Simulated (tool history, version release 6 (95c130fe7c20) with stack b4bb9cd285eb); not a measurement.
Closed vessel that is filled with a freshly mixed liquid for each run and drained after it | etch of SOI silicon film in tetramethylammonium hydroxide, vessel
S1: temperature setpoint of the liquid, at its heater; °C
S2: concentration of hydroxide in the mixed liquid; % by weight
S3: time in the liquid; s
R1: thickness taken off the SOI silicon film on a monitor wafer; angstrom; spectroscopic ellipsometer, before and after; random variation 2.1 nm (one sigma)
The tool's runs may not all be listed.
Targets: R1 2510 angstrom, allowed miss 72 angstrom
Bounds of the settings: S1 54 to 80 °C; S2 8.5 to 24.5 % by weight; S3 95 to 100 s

run,day,S1,S2,S3,R1
1,0,67,16.5,95,5051.7
2,0.296,67,16.5,95,5048.5
3,0.471,67,16.5,100,5309.3
4,0.746,67,13.5,100,5890.1
5,0.879,64,14,100,4803.3
6,0.962,64,16,100,4508.7
7,1.267,62,16,100,3964.7
8,1.504,60.5,16,100,3626.3
9,1.729,54,16.5,100,2385.1
# day 2.054: thermometer replaced
10,2.054,54.5,16.5,100,2193.2
11,2.4,55,16.5,100,2255.2

4 next moves are on the table. One of them brings every result within its allowed miss. Which?
A,2.746,58,18,100,?
B,2.746,58,20,100,?
C,2.746,57.5,16,100,?
D,2.746,58,17.5,100,?

move,R1
A,2607.9
B,2490.6
C,2639.9
D,2637.2
A: takes the result that was furthest off past its target
B: meets every target
C: takes the result that was furthest off past its target
D: takes the result that was furthest off past its target
Move B is the one to make.
